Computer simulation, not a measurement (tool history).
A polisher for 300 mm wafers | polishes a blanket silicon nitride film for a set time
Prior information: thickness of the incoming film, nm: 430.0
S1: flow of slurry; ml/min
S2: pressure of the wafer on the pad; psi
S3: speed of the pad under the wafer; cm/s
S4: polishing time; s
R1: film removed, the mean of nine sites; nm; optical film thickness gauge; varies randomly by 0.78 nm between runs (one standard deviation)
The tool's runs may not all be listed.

run,hour,S1,S2,S3,S4,R1
1,0.0,305,3.1,140,26,47.244
2,3.0,305,3.2,140,26,47.524
3,4.4,305,3.4,140,26,51.747
4,9.4,305,3.4,140,26,51.503
5,14.8,305,2.9,140,26,42.977
6,23.8,305,3.1,140,26,48.204
7,30.7,305,3.3,140,26,49.446
8,38.2,305,3.4,140,26,51.297
9,41.4,305,3.5,140,26,53.056
10,50.2,305,3.6,140,26,54.262

For run 11, what comes out?
11,57.2,305,3.7,140,26,?

{"run 11": {"R1": 55.297}}
